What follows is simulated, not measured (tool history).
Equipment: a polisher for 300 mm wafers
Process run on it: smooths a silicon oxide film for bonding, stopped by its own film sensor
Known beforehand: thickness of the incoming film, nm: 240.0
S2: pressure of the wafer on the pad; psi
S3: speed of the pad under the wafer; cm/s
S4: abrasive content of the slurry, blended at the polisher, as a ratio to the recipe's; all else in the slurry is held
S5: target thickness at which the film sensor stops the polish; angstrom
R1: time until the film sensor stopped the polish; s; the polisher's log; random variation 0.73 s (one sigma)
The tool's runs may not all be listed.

run 1 hour=0 | flow_of_slurry_(ml/min)=195 S2=2.6 S3=112 S4=1 S5=1670 | R1=93.017
run 2 hour=7.5 | flow_of_slurry_(ml/min)=195 S2=2.6 S3=112 S4=1 S5=1670 | R1=90.529
run 3 hour=14.7 | flow_of_slurry_(ml/min)=195 S2=3.1 S3=112 S4=1 S5=1670 | R1=78.72
run 4 hour=23.1 | flow_of_slurry_(ml/min)=195 S2=3.3 S3=114 S4=1 S5=1670 | R1=69.908
run 5 hour=27.7 | flow_of_slurry_(ml/min)=195 S2=3.3 S3=114 S4=0.8 S5=1670 | R1=78.984
run 6 hour=28.6 | flow_of_slurry_(ml/min)=240 S2=3.3 S3=114 S4=0.8 S5=1670 | R1=78.038
-- hour=36.3 slurry blender recalibrated
run 7 hour=36.3 | flow_of_slurry_(ml/min)=240 S2=3.5 S3=118 S4=0.8 S5=1670 | R1=61.541

What will run 8 give?
run 8 hour=38.1 | flow_of_slurry_(ml/min)=240 S2=3.5 S3=118 S4=0.8 S5=1670 | R1=?

{"run 8": {"R1": 64.02}}
